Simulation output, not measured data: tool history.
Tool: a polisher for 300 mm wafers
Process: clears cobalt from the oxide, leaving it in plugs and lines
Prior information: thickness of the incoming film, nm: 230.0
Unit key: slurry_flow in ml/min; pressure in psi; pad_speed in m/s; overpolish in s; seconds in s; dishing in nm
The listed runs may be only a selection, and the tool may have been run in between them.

run 1 hour=0 | slurry_flow=265 pressure=1.6 pad_speed=1.08 overpolish=18 | seconds=67.696 dishing=35.989
run 2 hour=1.2 | slurry_flow=330 pressure=1.6 pad_speed=1.08 overpolish=18 | seconds=63.445 dishing=37.002
run 3 hour=5.9 | slurry_flow=345 pressure=1.5 pad_speed=1.08 overpolish=16 | seconds=68.221 dishing=32.538
run 4 hour=7.5 | slurry_flow=345 pressure=1.5 pad_speed=1.08 overpolish=12 | seconds=68.227 dishing=27.614
run 5 hour=12.7 | slurry_flow=345 pressure=1.5 pad_speed=1.34 overpolish=12 | seconds=59.241 dishing=30.236
run 6 hour=21.6 | slurry_flow=355 pressure=1.4 pad_speed=1.36 overpolish=11 | seconds=62.934 dishing=27.475
run 7 hour=24.1 | slurry_flow=365 pressure=1.3 pad_speed=1.42 overpolish=10 | seconds=63.999 dishing=25.728
run 8 hour=32 | slurry_flow=375 pressure=1.2 pad_speed=1.46 overpolish=9 | seconds=67.757 dishing=23.038
run 9 hour=40.7 | slurry_flow=375 pressure=1.2 pad_speed=1.46 overpolish=9 | seconds=67.919 dishing=23.297
run 10 hour=46.1 | slurry_flow=380 pressure=1.1 pad_speed=1.5 overpolish=8 | seconds=72.546 dishing=19.741
run 11 hour=47.4 | slurry_flow=385 pressure=1.1 pad_speed=1.52 overpolish=8 | seconds=70.019 dishing=20.592
run 12 hour=48.3 | slurry_flow=390 pressure=1.1 pad_speed=1.54 overpolish=8 | seconds=70.787 dishing=20.244
run 13 hour=55.5 | slurry_flow=395 pressure=1.1 pad_speed=1.56 overpolish=8 | seconds=69.471 dishing=20.207
run 14 hour=60.6 | slurry_flow=400 pressure=1.1 pad_speed=1.58 overpolish=8 | seconds=68.392 dishing=20.647
run 15 hour=61.7 | slurry_flow=400 pressure=1.1 pad_speed=1.6 overpolish=8 | seconds=67.553 dishing=20.696
run 16 hour=62.6 | slurry_flow=400 pressure=1.1 pad_speed=1.62 overpolish=8 | seconds=67.212 dishing=20.366
run 17 hour=67.1 | slurry_flow=380 pressure=0.7 pad_speed=1.68 overpolish=5 | seconds=101.1 dishing=10.124
run 18 hour=70 | slurry_flow=385 pressure=0.7 pad_speed=1.68 overpolish=5 | seconds=100.85 dishing=9.8539
run 19 hour=77.8 | slurry_flow=390 pressure=0.7 pad_speed=1.68 overpolish=5 | seconds=101.45 dishing=9.9873
run 20 hour=78.4 | slurry_flow=395 pressure=0.7 pad_speed=1.68 overpolish=5 | seconds=102.06 dishing=10.044
run 21 hour=87.4 | slurry_flow=405 pressure=0.9 pad_speed=1.68 overpolish=5 | seconds=80.369 dishing=12.313
run 22 hour=88.2 | slurry_flow=405 pressure=0.9 pad_speed=1.66 overpolish=5 | seconds=81.677 dishing=12.137
run 23 hour=94.9 | slurry_flow=400 pressure=0.9 pad_speed=1.66 overpolish=5 | seconds=81.51 dishing=12.277

Forecast run 24:
-- hour=103.3 slurry nozzle cleaned
run 24 hour=103.3 | slurry_flow=400 pressure=0.9 pad_speed=1.64 overpolish=5 | seconds=? dishing=?

seconds: 79.263 s
dishing: 12.547 nm

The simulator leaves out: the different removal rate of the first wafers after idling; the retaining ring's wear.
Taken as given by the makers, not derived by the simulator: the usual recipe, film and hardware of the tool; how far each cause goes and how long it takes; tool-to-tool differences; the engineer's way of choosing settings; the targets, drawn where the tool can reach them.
